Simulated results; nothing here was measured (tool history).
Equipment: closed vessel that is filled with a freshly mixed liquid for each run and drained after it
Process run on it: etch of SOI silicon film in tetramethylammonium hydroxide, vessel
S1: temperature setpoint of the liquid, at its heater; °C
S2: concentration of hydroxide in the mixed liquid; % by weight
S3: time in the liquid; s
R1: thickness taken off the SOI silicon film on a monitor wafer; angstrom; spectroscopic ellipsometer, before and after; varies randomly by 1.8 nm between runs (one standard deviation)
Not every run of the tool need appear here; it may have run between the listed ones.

run,day,S1,S2,S3,R1
1,0.000,75,19,85,5614.8
2,0.354,75,19,85,5664.5
3,0.617,75,19,95,6310.6
4,0.958,75,19,95,6286.1
5,1.221,73,19,95,5595.0
6,1.558,73,21,95,5343.9
7,1.908,72,21,95,5059.8

Estimate the outcome of run 8 from the log above:
8,2.146,66,21,95,?

R1: 3569.9 angstrom
